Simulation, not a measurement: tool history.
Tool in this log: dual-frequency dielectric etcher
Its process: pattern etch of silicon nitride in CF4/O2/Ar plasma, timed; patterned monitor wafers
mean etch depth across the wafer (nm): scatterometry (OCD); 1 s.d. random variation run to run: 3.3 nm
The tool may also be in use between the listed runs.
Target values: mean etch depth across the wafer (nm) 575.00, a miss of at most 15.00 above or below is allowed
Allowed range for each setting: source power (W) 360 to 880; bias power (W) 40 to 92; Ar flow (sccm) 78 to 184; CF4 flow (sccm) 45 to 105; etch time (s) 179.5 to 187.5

run,hour,source power (W),bias power (W),Ar flow (sccm),CF4 flow (sccm),etch time (s),mean etch depth across the wafer (nm)
1,0.0,620,66,131,75,179.5,448.66
2,3.9,670,67,131,75,179.5,490.20
3,6.5,670,67,149,75,179.5,479.72
4,12.8,710,67,149,75,179.5,508.91
5,15.3,620,67,149,75,179.5,446.12
6,24.3,670,68,149,75,179.5,487.35
7,32.4,700,68,149,75,179.5,498.99
8,40.0,700,68,149,75,179.5,507.27
9,45.3,720,68,149,75,179.5,513.83
10,49.8,740,68,149,75,179.5,533.70
11,51.5,760,68,149,75,179.5,540.78
12,55.4,770,68,149,75,179.5,546.00

Which single option among these 4 for the next run brings every result within its allowed miss of target? Just one does.
A,59.3,780,63,126,73,186.5,?
B,59.3,700,71,169,92,179.5,?
C,59.3,740,64,151,80,179.5,?
D,59.3,840,65,143,61,187.5,?

move,mean etch depth across the wafer (nm)
A,578.24
B,528.44
C,528.60
D,601.93
A: meets every target
B: misses by more than the last run did
C: misses by more than the last run did
D: carries the result that was furthest off beyond its target, to the other side
A meets every target.

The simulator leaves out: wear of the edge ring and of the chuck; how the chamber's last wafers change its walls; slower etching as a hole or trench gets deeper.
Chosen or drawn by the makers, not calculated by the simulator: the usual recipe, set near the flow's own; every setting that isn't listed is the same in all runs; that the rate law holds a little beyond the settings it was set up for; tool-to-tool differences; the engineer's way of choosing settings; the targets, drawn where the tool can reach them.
